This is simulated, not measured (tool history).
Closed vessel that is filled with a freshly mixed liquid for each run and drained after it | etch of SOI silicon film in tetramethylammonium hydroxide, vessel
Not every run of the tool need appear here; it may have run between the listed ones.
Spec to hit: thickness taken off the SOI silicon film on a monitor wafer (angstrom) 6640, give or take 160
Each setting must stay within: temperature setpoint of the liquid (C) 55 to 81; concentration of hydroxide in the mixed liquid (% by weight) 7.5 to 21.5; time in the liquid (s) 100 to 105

run  hour  temperature setpoint of the liquid (C)  concentration of hydroxide in the mixed liquid (% by weight)  time in the liquid (s)  thickness taken off the SOI silicon film on a monitor wafer (angstrom)
  1     0                                      68                                                          14.5                     100                                                                  5387.1
  2     4                                      68                                                          17.5                     100                                                                  5009.1
  3   6.7                                      68                                                          17.5                     105                                                                  5235.2
  4   8.9                                      69                                                          17.5                     105                                                                  5593.4
     14.2  -- hydroxide flow meter replaced
  5  14.2                                      69                                                          17.5                     100                                                                  5553.4
  6  19.3                                    69.5                                                          17.5                     100                                                                  5750.9
  7  23.6                                      70                                                          17.5                     100                                                                  5906.6
  8  32.4                                    70.5                                                          17.5                     100                                                                  6076.7
  9  39.6                                      71                                                          17.5                     100                                                                  6239.5
 10  41.6                                    72.5                                                          17.5                     100                                                                  6844.6

Which one of the following 4 next-run settings gets every result inside its allowed miss? There is exactly one.
  A  43.6                                    71.5                                                            14                     100                                                                       ?
  B  43.6                                    71.5                                                          18.5                     105                                                                       ?
  C  43.6                                      73                                                            17                     100                                                                       ?
  D  43.6                                    70.5                                                          16.5                     100                                                                       ?

move  thickness taken off the SOI silicon film on a monitor wafer (angstrom)
   A                                                                  7038.4
   B                                                                    6597
   C                                                                  7087.1
   D                                                                  6196.2
A: moves away from the targets compared with the last run
B: every result within its allowed miss
C: moves away from the targets compared with the last run
D: carries the result that was furthest off beyond its target, to the other side
The right move is B.

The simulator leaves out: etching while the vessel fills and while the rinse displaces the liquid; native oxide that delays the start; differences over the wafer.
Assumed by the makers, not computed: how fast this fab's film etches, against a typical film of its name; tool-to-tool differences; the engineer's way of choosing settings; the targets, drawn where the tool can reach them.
